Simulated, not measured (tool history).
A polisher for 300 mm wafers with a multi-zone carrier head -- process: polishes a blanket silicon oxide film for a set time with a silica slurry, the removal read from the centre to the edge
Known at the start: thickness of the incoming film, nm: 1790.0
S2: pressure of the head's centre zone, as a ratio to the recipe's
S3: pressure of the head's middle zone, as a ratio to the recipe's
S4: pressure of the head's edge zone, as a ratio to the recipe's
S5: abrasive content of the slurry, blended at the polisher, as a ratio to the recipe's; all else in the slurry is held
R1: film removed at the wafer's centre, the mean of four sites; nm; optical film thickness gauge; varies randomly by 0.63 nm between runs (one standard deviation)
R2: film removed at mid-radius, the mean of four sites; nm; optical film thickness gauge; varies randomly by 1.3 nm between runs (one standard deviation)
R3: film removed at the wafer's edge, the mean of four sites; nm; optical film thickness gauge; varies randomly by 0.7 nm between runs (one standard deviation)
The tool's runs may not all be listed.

Run 1, hour 0: flow of slurry (ml/min) 290, S2 1, S3 1, S4 1, S5 1, polishing time (s) 59. Result: R1 168.16 nm, R2 167.06 nm, R3 167.94 nm.
Run 2, hour 3.9: flow of slurry (ml/min) 290, S2 1, S3 1, S4 1, S5 0.85, polishing time (s) 59. Result: R1 155.35 nm, R2 153.51 nm, R3 154.65 nm.
Run 3, hour 10.5: flow of slurry (ml/min) 290, S2 1, S3 1, S4 0.93, S5 0.85, polishing time (s) 59. Result: R1 155.42 nm, R2 154.88 nm, R3 146.76 nm.
Run 4, hour 11.3: flow of slurry (ml/min) 290, S2 0.99, S3 0.96, S4 0.9, S5 0.75, polishing time (s) 54. Result: R1 131.24 nm, R2 129.87 nm, R3 126.03 nm.
Run 5, hour 20.2: flow of slurry (ml/min) 360, S2 0.99, S3 0.96, S4 0.9, S5 0.75, polishing time (s) 54. Result: R1 135.81 nm, R2 134.36 nm, R3 128.83 nm.
Run 6, hour 26.5: flow of slurry (ml/min) 360, S2 0.99, S3 0.88, S4 0.9, S5 0.75, polishing time (s) 54. Result: R1 134.27 nm, R2 123.98 nm, R3 126.74 nm.
Run 7, hour 33.7: flow of slurry (ml/min) 355, S2 0.99, S3 0.87, S4 0.87, S5 0.7, polishing time (s) 50. Result: R1 121.1 nm, R2 109.57 nm, R3 113.27 nm.
Run 8, hour 40: flow of slurry (ml/min) 355, S2 0.99, S3 0.88, S4 0.85, S5 0.65, polishing time (s) 47. Result: R1 108.76 nm, R2 97.684 nm, R3 100.08 nm.
Run 9, hour 48: flow of slurry (ml/min) 310, S2 0.99, S3 0.91, S4 0.81, S5 0.5, polishing time (s) 46. Result: R1 88.795 nm, R2 82.253 nm, R3 80.334 nm.
Run 10, hour 52.4: flow of slurry (ml/min) 330, S2 0.99, S3 0.9, S4 0.82, S5 0.5, polishing time (s) 46. Result: R1 89.342 nm, R2 81.981 nm, R3 81.15 nm.

Predict the results of run 11:
Run 11, hour 59.5: flow of slurry (ml/min) 350, S2 0.99, S3 0.9, S4 0.83, S5 0.5, polishing time (s) 46. Result: R1 ?, R2 ?, R3 ?.

{"run 11": {"R1": 89.36, "R2": 83.365, "R3": 81.661}}

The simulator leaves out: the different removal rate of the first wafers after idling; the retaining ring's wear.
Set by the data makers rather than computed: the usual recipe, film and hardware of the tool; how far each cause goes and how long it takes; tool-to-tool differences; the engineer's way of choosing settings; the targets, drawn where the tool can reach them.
